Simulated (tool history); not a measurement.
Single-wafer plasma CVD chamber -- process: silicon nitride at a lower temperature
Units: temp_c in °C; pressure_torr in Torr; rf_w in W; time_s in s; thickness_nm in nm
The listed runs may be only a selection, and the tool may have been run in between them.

run    day  temp_c  pressure_torr  rf_w  time_s  thickness_nm
  1      0     365              2   255    12.4        13.312
  2  0.221     365              2   220    12.4        11.618
  3  0.342     365            2.2   235    12.4        12.706
  4  0.575     365           2.35   245    12.4        13.413
  5  0.879     365           2.46   255    12.4        14.027
  6  0.904     365           2.46   255    12.4        14.001

The next listed run, before its measurement:
  7  0.933     365           2.54   265    12.4             ?

thickness_nm: 14.583 nm

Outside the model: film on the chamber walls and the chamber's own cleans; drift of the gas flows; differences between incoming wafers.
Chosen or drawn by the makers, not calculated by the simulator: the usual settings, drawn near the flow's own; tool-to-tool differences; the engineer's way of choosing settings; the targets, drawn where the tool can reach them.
